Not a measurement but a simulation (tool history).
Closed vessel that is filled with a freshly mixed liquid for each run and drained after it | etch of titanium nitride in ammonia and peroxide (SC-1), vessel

run	hour	temperature setpoint of the liquid (K)	parts of water to one part of 30 % peroxide (parts by volume)	parts of 29 % ammonia solution to one part of 30 % peroxide (parts by volume)	time in the liquid (s)	thickness taken off the titanium nitride on a monitor wafer (angstrom)
1	0.0	320.15	11.5	0.55	105	91.193
2	6.6	320.15	11.5	0.55	105	92.825
3	10.3	320.65	11.5	0.55	105	93.921
4	19.1	321.15	11.5	0.55	105	98.226
5	26.5	324.15	11.5	0.55	105	122.540
6	29.7	324.15	8.0	0.55	105	145.730
7	38.5	323.15	8.0	0.55	105	137.800

Forecast run 8:
8	43.1	322.15	8.0	0.55	105	?

{"run 8": {"thickness taken off the titanium nitride on a monitor wafer (angstrom)": 126.92}}
